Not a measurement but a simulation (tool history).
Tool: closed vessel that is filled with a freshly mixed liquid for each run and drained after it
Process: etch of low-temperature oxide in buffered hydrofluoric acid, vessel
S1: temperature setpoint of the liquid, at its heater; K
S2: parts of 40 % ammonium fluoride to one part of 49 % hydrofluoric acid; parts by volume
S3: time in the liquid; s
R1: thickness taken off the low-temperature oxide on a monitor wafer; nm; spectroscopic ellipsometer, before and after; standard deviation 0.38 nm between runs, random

{"run": 1, "hour": 0.0, "S1": 296.15, "S2": 22.0, "S3": 30, "R1": 38.69}
{"run": 2, "hour": 6.0, "S1": 296.15, "S2": 17.5, "S3": 30, "R1": 47.336}
{"run": 3, "hour": 6.8, "S1": 296.15, "S2": 12.0, "S3": 30, "R1": 68.549}
{"run": 4, "hour": 9.3, "S1": 296.15, "S2": 9.0, "S3": 30, "R1": 87.861}
{"run": 5, "hour": 13.2, "S1": 294.15, "S2": 10.5, "S3": 30, "R1": 69.404}
{"run": 6, "hour": 16.1, "S1": 294.15, "S2": 10.5, "S3": 30, "R1": 69.67}
{"run": 7, "hour": 21.4, "S1": 293.15, "S2": 11.5, "S3": 30, "R1": 60.315}
{"run": 8, "hour": 23.3, "S1": 292.15, "S2": 11.5, "S3": 30, "R1": 57.459}
{"run": 9, "hour": 27.8, "S1": 290.15, "S2": 13.5, "S3": 30, "R1": 43.441}

Forecast run 10:
{"run": 10, "hour": 35.3, "S1": 290.65, "S2": 13.5, "S3": 30, "R1": "?"}

R1: 44.992 nm
